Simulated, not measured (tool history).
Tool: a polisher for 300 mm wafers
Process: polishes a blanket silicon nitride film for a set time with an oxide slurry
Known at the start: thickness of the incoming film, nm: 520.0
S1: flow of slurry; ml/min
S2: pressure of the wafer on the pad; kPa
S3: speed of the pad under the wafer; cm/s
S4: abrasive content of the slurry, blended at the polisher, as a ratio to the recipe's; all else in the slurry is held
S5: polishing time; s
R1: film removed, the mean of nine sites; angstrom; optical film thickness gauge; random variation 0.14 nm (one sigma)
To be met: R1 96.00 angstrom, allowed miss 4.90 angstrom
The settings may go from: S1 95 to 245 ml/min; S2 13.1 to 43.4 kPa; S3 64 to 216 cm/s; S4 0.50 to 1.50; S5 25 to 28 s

run,hour,S1,S2,S3,S4,S5,R1
1,0.0,155,28.3,140,1.00,28,288.67
2,6.5,155,28.3,140,1.10,28,307.94
3,15.0,155,24.8,124,1.05,27,236.09
4,21.8,155,24.8,156,1.05,27,279.36
5,22.8,155,22.1,136,1.00,27,212.10
6,29.6,155,29.0,136,1.00,27,279.25
7,36.0,155,25.5,120,1.00,27,230.73
8,39.3,155,25.5,120,1.00,27,232.10
9,47.1,155,22.8,108,0.95,27,185.45

Which of these 5 next moves meets every target?
A,54.9,190,42.7,136,1.30,28,?
B,54.9,210,22.1,64,0.65,25,?
C,54.9,165,27.6,110,1.25,28,?
D,54.9,155,33.1,124,1.15,28,?
E,54.9,175,40.7,110,1.15,28,?

move,R1
A,501.13
B,97.97
C,286.33
D,341.09
E,395.21
A: further off than the last run
B: meets every target
C: further off than the last run
D: further off than the last run
E: further off than the last run
Answer: B
